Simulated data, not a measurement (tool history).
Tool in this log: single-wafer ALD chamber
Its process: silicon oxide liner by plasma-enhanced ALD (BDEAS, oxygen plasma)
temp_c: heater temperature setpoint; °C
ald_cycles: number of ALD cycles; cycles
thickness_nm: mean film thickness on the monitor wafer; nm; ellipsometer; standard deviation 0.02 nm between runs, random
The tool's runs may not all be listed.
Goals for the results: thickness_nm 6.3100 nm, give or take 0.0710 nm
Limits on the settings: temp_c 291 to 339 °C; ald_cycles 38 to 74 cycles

| run | day | temp_c | ald_cycles | thickness_nm |
|---|---|---|---|---|
| 1 | 0.000 | 315 | 56 | 4.8121 |
| 2 | 0.342 | 311 | 56 | 4.8369 |
| 3 | 0.429 | 311 | 52 | 4.4745 |
| 4 | 0.725 | 303 | 52 | 4.5693 |
| 5 | 0.867 | 295 | 52 | 4.6770 |
| 6 | 1.000 | 294 | 55 | 4.9895 |
| 7 | 1.238 | 293 | 57 | 5.1656 |
| 8 | 1.471 | 293 | 59 | 5.3889 |
| 9 | 1.562 | 293 | 61 | 5.5568 |
| 10 | 1.608 | 293 | 62 | 5.6380 |

Of the 5 settings listed for the next run, only one would bring every result within its allowed miss of target. Which one?
| A | 1.654 | 293 | 71 | ? |
| B | 1.654 | 294 | 70 | ? |
| C | 1.654 | 291 | 58 | ? |
| D | 1.654 | 294 | 54 | ? |
| E | 1.654 | 291 | 70 | ? |

| move | thickness_nm |
|---|---|
| A | 6.4616 |
| B | 6.3450 |
| C | 5.3210 |
| D | 4.8947 |
| E | 6.4218 |
A: carries the result that was furthest off beyond its target, to the other side
B: hits every target within its allowed miss
C: the biggest miss grows against the last run
D: the biggest miss grows against the last run
E: carries the result that was furthest off beyond its target, to the other side
B is the move that brings every result within its allowed miss.
